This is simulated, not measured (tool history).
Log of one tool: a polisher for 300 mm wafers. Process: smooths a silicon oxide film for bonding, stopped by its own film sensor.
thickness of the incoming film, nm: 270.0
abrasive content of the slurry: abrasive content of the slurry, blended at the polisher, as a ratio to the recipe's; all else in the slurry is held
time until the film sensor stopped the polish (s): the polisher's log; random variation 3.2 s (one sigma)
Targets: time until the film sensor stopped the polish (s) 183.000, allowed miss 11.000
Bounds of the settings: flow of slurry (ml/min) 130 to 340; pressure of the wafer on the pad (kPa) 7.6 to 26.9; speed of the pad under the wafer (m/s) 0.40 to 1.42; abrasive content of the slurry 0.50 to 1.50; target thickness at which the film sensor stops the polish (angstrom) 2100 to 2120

run	hour	flow of slurry (ml/min)	pressure of the wafer on the pad (kPa)	speed of the pad under the wafer (m/s)	abrasive content of the slurry	target thickness at which the film sensor stops the polish (angstrom)	time until the film sensor stopped the polish (s)
1	0.0	220	17.2	0.90	1.00	2120	64.289
2	4.4	220	17.2	0.90	1.00	2100	70.695
3	9.5	220	19.3	0.90	1.00	2100	61.808
4	10.1	220	17.2	0.82	1.00	2100	73.398
5	18.5	175	17.2	0.82	1.00	2100	72.567
6	19.4	175	17.2	0.66	1.00	2100	89.545
7	25.4	175	15.9	0.62	1.00	2100	103.940
8	26.6	175	14.5	0.62	1.00	2100	110.150
9	27.7	175	14.5	0.62	1.00	2100	110.350
10	34.8	175	13.1	0.60	1.00	2100	124.020
11	43.7	175	12.4	0.58	1.00	2100	140.740
12	49.4	175	11.7	0.58	1.00	2100	146.190
13	52.4	175	11.0	0.58	1.00	2100	150.300
14	61.3	175	10.3	0.58	1.00	2100	160.030

Which of these 5 next moves meets every target?
A	70.2	225	10.3	0.60	1.20	2100	?
B	70.2	250	13.1	0.52	1.00	2100	?
C	70.2	130	10.3	0.56	1.15	2100	?
D	70.2	270	11.7	0.40	1.05	2100	?
E	70.2	185	10.3	0.70	1.15	2110	?

move	time until the film sensor stopped the polish (s)
A	139.640
B	132.160
C	161.390
D	176.550
E	126.290
A: further off than the last run
B: further off than the last run
C: nearer than the last run, and not there yet
D: meets every target
E: further off than the last run
Answer: D

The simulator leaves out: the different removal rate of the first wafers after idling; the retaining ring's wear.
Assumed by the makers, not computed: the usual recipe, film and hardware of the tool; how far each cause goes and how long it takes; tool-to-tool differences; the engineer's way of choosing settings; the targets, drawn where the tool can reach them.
